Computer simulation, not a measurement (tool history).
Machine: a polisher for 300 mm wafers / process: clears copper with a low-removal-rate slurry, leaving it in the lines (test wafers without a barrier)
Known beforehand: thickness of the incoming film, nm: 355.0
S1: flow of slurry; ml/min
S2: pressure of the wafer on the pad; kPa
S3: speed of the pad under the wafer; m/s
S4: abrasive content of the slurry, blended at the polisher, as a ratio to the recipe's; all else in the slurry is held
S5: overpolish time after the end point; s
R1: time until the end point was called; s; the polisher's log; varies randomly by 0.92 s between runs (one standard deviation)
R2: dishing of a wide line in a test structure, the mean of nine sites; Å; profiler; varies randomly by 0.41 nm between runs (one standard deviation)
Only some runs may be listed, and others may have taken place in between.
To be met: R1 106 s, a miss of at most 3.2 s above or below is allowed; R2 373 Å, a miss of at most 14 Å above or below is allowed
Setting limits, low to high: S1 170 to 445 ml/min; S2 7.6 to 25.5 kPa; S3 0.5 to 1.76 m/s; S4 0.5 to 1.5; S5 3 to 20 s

run 1 day=0 | S1=285 S2=16.5 S3=1.12 S4=1 S5=10 | R1=152.68 R2=158.83
run 2 day=0.062 | S1=285 S2=19.3 S3=1.12 S4=1 S5=10 | R1=128.38 R2=182.35
run 3 day=0.392 | S1=280 S2=20 S3=1.12 S4=1 S5=12 | R1=127.58 R2=224.42
run 4 day=0.762 | S1=280 S2=20 S3=1.12 S4=0.8 S5=12 | R1=131.55 R2=211.52
-- day=1.108 worn pad replaced by a new one
run 5 day=1.108 | S1=280 S2=20.7 S3=1.12 S4=0.85 S5=13 | R1=113.79 R2=265.15
run 6 day=1.262 | S1=280 S2=18.6 S3=1.12 S4=0.85 S5=13 | R1=126.27 R2=237.55
run 7 day=1.404 | S1=270 S2=19.3 S3=1.12 S4=0.9 S5=14 | R1=121.39 R2=267.64
run 8 day=1.542 | S1=275 S2=20 S3=1.12 S4=0.95 S5=15 | R1=115.48 R2=292.21
run 9 day=1.688 | S1=265 S2=20 S3=1.12 S4=0.95 S5=16 | R1=118.16 R2=311.59
run 10 day=1.921 | S1=290 S2=20 S3=1.12 S4=0.95 S5=16 | R1=114.43 R2=316.5
run 11 day=2.138 | S1=280 S2=20.7 S3=1.12 S4=0.95 S5=16 | R1=111.83 R2=322.5
run 12 day=2.229 | S1=270 S2=20.7 S3=1.12 S4=0.95 S5=16 | R1=113.12 R2=321.6

Of the 4 settings listed for the next run, only one would bring every result within its allowed miss of target. Which one?
run A day=2.321 | S1=275 S2=18.6 S3=1.38 S4=0.75 S5=18 | R1=? R2=?
run B day=2.321 | S1=170 S2=19.3 S3=1.2 S4=1.05 S5=20 | R1=? R2=?
run C day=2.321 | S1=315 S2=20 S3=1.22 S4=0.85 S5=14 | R1=? R2=?
run D day=2.321 | S1=255 S2=19.3 S3=1.14 S4=1.1 S5=18 | R1=? R2=?

move=A R1=106.04 R2=375.22
move=B R1=117.81 R2=376.12
move=C R1=107.41 R2=300.69
move=D R1=115.32 R2=350.47
A: every result within its allowed miss
B: the furthest-off result lands on target, but another misses its tolerance
C: its largest miss is bigger than the last run's
D: closes in on the targets versus the last run, not all within tolerance yet
A meets every target.

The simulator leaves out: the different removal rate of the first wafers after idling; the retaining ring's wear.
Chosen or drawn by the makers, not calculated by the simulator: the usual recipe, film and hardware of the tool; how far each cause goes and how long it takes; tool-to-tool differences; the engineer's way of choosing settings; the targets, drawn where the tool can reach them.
